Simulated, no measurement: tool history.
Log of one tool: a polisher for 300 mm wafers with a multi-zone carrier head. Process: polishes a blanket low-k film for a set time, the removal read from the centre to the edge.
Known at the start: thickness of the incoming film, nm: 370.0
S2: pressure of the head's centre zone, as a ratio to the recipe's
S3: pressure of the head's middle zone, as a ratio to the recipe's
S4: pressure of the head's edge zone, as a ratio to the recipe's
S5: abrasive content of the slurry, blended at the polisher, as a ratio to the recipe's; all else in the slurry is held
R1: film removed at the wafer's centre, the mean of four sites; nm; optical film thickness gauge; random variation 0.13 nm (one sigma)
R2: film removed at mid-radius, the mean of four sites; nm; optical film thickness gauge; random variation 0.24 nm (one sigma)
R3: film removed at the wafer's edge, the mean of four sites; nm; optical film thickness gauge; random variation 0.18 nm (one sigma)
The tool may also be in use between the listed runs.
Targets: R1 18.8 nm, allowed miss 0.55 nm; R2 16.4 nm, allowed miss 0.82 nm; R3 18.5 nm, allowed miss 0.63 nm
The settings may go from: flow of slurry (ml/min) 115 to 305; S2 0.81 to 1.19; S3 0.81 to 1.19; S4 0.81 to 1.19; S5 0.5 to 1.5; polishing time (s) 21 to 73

Run 1, hour 0: flow of slurry (ml/min) 195, S2 1, S3 1, S4 1, S5 1, polishing time (s) 47. Result: R1 21.145 nm, R2 20.998 nm, R3 22.205 nm.
Run 2, hour 2.3: flow of slurry (ml/min) 195, S2 0.96, S3 1, S4 1, S5 1, polishing time (s) 47. Result: R1 20.32 nm, R2 21.419 nm, R3 21.975 nm.
Run 3, hour 7.9: flow of slurry (ml/min) 195, S2 0.92, S3 1, S4 1, S5 1, polishing time (s) 47. Result: R1 19.453 nm, R2 20.72 nm, R3 21.981 nm.
Run 4, hour 15.3: flow of slurry (ml/min) 190, S2 0.93, S3 0.98, S4 0.98, S5 1, polishing time (s) 47. Result: R1 19.501 nm, R2 20.837 nm, R3 21.886 nm.
Run 5, hour 17.8: flow of slurry (ml/min) 190, S2 0.93, S3 0.98, S4 0.98, S5 1.15, polishing time (s) 47. Result: R1 21.118 nm, R2 22.095 nm, R3 23.376 nm.
Run 6, hour 23.3: flow of slurry (ml/min) 190, S2 0.94, S3 0.96, S4 0.97, S5 1.1, polishing time (s) 47. Result: R1 20.626 nm, R2 21.8 nm, R3 22.369 nm.
Run 7, hour 26.7: flow of slurry (ml/min) 150, S2 1.04, S3 0.86, S4 1.07, S5 0.85, polishing time (s) 43. Result: R1 17.248 nm, R2 15.468 nm, R3 18.43 nm.
Run 8, hour 34.7: flow of slurry (ml/min) 155, S2 1.04, S3 0.86, S4 1.06, S5 0.85, polishing time (s) 43. Result: R1 17.58 nm, R2 15.231 nm, R3 18.24 nm.
Run 9, hour 35.6: flow of slurry (ml/min) 160, S2 1.04, S3 0.87, S4 1.06, S5 0.85, polishing time (s) 43. Result: R1 17.534 nm, R2 15.213 nm, R3 18.424 nm.
Run 10, hour 38.3: flow of slurry (ml/min) 160, S2 1.04, S3 0.88, S4 1.05, S5 0.85, polishing time (s) 43. Result: R1 17.48 nm, R2 15.859 nm, R3 18.104 nm.
Run 11, hour 41.4: flow of slurry (ml/min) 165, S2 1.04, S3 0.88, S4 1.05, S5 0.85, polishing time (s) 43. Result: R1 17.684 nm, R2 15.68 nm, R3 18.182 nm.

Which of these 5 next moves meets every target?
Run A, hour 44.5: flow of slurry (ml/min) 215, S2 1.14, S3 0.82, S4 1.06, S5 0.8, polishing time (s) 44. Result: R1 ?, R2 ?, R3 ?.
Run B, hour 44.5: flow of slurry (ml/min) 115, S2 0.96, S3 0.88, S4 1, S5 0.6, polishing time (s) 63. Result: R1 ?, R2 ?, R3 ?.
Run C, hour 44.5: flow of slurry (ml/min) 145, S2 0.98, S3 0.94, S4 0.94, S5 0.8, polishing time (s) 46. Result: R1 ?, R2 ?, R3 ?.
Run D, hour 44.5: flow of slurry (ml/min) 190, S2 1, S3 0.89, S4 1.07, S5 0.7, polishing time (s) 50. Result: R1 ?, R2 ?, R3 ?.
Run E, hour 44.5: flow of slurry (ml/min) 135, S2 1.05, S3 0.87, S4 0.95, S5 0.85, polishing time (s) 46. Result: R1 ?, R2 ?, R3 ?.

move      R1      R2      R3
   A  19.154  14.533  18.666
   B  16.378  15.667  18.835
   C   16.54   16.22  17.916
   D  16.777  15.438  18.795
   E   18.44  15.948  18.798
A: brings the result that was furthest off to its target, and leaves another outside
B: further off than the last run
C: further off than the last run
D: further off than the last run
E: meets every target
Move E is the one to make.

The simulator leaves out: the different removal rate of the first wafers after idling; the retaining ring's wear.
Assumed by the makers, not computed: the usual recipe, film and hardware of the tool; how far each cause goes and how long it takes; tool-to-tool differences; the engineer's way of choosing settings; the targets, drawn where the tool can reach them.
